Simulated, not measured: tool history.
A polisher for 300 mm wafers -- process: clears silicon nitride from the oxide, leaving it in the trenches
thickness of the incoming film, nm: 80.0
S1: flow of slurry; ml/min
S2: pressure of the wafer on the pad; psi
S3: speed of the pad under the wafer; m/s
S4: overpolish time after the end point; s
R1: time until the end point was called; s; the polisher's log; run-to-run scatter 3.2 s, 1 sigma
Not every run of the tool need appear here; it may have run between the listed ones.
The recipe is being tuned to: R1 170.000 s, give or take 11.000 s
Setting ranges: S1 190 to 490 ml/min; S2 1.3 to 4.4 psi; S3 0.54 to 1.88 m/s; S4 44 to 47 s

Run 1, day 0.000: S1 315 ml/min, S2 2.8 psi, S3 1.20 m/s, S4 44 s. Result: R1 85.888 s.
Run 2, day 0.271: S1 315 ml/min, S2 3.4 psi, S3 1.20 m/s, S4 44 s. Result: R1 72.923 s.
Run 3, day 0.546: S1 315 ml/min, S2 3.2 psi, S3 1.16 m/s, S4 44 s. Result: R1 77.027 s.
Run 4, day 0.892: S1 315 ml/min, S2 3.0 psi, S3 1.12 m/s, S4 44 s. Result: R1 84.217 s.
Run 5, day 1.183: S1 315 ml/min, S2 3.6 psi, S3 1.12 m/s, S4 44 s. Result: R1 72.332 s.
Run 6, day 1.283: S1 315 ml/min, S2 4.2 psi, S3 1.12 m/s, S4 44 s. Result: R1 64.340 s.
Run 7, day 1.333: S1 315 ml/min, S2 3.9 psi, S3 1.06 m/s, S4 44 s. Result: R1 71.510 s.
Run 8, day 1.604: S1 315 ml/min, S2 3.7 psi, S3 1.00 m/s, S4 44 s. Result: R1 77.680 s.
Run 9, day 1.804: S1 315 ml/min, S2 3.5 psi, S3 0.96 m/s, S4 44 s. Result: R1 82.080 s.
Run 10, day 2.146: S1 310 ml/min, S2 3.3 psi, S3 0.92 m/s, S4 44 s. Result: R1 87.414 s.
Run 11, day 2.175: S1 310 ml/min, S2 3.1 psi, S3 0.88 m/s, S4 44 s. Result: R1 92.488 s.
Run 12, day 2.246: S1 300 ml/min, S2 2.9 psi, S3 0.84 m/s, S4 44 s. Result: R1 103.850 s.
Run 13, day 2.471: S1 300 ml/min, S2 2.7 psi, S3 0.82 m/s, S4 44 s. Result: R1 109.800 s.

Consider the 5 candidate settings below. Which is the only one whose results all fall within their allowed miss of target?
Run A, day 2.696: S1 265 ml/min, S2 2.0 psi, S3 0.76 m/s, S4 47 s. Result: R1 ?.
Run B, day 2.696: S1 355 ml/min, S2 3.9 psi, S3 1.18 m/s, S4 47 s. Result: R1 ?.
Run C, day 2.696: S1 335 ml/min, S2 1.9 psi, S3 0.60 m/s, S4 47 s. Result: R1 ?.
Run D, day 2.696: S1 335 ml/min, S2 4.0 psi, S3 1.20 m/s, S4 47 s. Result: R1 ?.
Run E, day 2.696: S1 335 ml/min, S2 3.2 psi, S3 1.00 m/s, S4 47 s. Result: R1 ?.

move       R1
   A  148.100
   B   66.704
   C  171.190
   D   64.801
   E   87.277
A: closes in on the targets versus the last run, not all within tolerance yet
B: further off than the last run
C: each result inside its tolerance
D: further off than the last run
E: further off than the last run
So the answer is move C, the one that meets all the targets.
